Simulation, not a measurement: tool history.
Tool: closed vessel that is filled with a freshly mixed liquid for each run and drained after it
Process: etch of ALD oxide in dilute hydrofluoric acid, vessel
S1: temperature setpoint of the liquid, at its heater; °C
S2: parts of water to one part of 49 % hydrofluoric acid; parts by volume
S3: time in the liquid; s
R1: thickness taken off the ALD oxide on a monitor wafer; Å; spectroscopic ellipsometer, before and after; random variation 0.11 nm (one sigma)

Run 1, hour 0: S1 22 °C, S2 75 parts by volume, S3 215 s. Result: R1 532.68 Å.
Run 2, hour 8: S1 20.5 °C, S2 75 parts by volume, S3 215 s. Result: R1 496.9 Å.
Run 3, hour 14.3: S1 20 °C, S2 85 parts by volume, S3 215 s. Result: R1 426.41 Å.
Run 4, hour 19.4: S1 20 °C, S2 75 parts by volume, S3 215 s. Result: R1 487.22 Å.
Run 5, hour 21.2: S1 20 °C, S2 85 parts by volume, S3 215 s. Result: R1 425.66 Å.
Run 6, hour 23.8: S1 20 °C, S2 85 parts by volume, S3 215 s. Result: R1 426.61 Å.

Run 7 comes next. What will it give?
Run 7, hour 31.6: S1 19.5 °C, S2 90 parts by volume, S3 215 s. Result: R1 ?.

Run 7 gave R1 392.68 Å.
